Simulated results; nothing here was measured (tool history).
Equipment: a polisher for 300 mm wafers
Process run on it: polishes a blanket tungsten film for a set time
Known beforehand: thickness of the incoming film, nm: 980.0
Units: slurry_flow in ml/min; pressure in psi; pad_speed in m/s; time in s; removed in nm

run  hour  slurry_flow  pressure  pad_speed  slurry_solids  time  removed
  1     0          315       3.7       1.06              1    39   194.83
  2   3.8          315       3.7       1.32              1    39   242.48
  3   7.7          315         3        1.2              1    39   192.72
  4  11.6          315       2.6       1.06              1    39   152.67
  5  14.6          315       3.5       1.06              1    39   187.31
  6    23          315       3.5       1.06           1.15    39   188.64
  7  29.1          315       3.5       1.06           1.15    39      193
  8  36.4          315       2.9       0.96           1.15    39   150.63

Run 9 is up next; what results do you expect?
  9  44.2          315       2.5       0.92           1.15    39        ?

removed: 133.7 nm
